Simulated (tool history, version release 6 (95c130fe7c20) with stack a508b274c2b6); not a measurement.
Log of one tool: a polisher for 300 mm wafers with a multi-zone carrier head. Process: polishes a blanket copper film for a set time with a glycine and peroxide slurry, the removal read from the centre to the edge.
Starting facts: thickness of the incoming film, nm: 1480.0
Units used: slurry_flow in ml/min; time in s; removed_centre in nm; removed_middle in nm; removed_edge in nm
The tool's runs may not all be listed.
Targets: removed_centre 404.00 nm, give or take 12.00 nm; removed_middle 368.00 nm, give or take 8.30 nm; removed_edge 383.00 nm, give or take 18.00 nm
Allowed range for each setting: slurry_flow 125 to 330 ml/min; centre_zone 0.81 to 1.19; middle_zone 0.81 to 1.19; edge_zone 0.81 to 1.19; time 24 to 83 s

run	hour	slurry_flow	centre_zone	middle_zone	edge_zone	time	removed_centre	removed_middle	removed_edge
1	0.0	210	1.00	1.00	1.00	53	235.31	248.12	237.49
2	4.0	220	1.03	1.00	1.04	58	268.64	271.57	264.56
3	5.4	220	1.03	1.05	1.04	58	266.52	283.35	273.40
4	14.3	220	1.03	1.05	1.04	46	213.28	226.06	214.62
5	20.7	260	1.03	1.05	1.04	46	218.88	229.86	219.14
6	24.7	260	1.03	1.05	1.04	55	261.41	275.42	264.73
7	30.8	275	1.07	1.06	1.08	58	289.58	293.95	274.39
8	32.5	215	1.10	0.96	1.10	73	353.68	324.62	344.49
9	34.1	235	1.11	0.97	1.11	74	372.83	341.57	354.83
10	37.1	250	1.11	0.97	1.12	74	379.49	344.59	361.91
11	39.8	310	1.12	1.01	1.15	74	389.09	366.94	370.87

Which of these 4 next moves meets every target?
A	42.5	295	1.13	0.99	1.15	76	?	?	?
B	42.5	330	1.10	1.01	1.12	78	?	?	?
C	42.5	300	1.09	1.04	1.08	74	?	?	?
D	42.5	330	1.03	0.98	1.12	75	?	?	?

move	removed_centre	removed_middle	removed_edge
A	405.22	367.75	378.50
B	410.58	388.84	387.21
C	381.48	374.18	358.10
D	369.41	364.63	372.47
A: hits every target within its allowed miss
B: brings the last run's worst result on target, with another outside its allowed miss
C: the biggest miss grows against the last run
D: the biggest miss grows against the last run
A is the move that brings every result within its allowed miss.
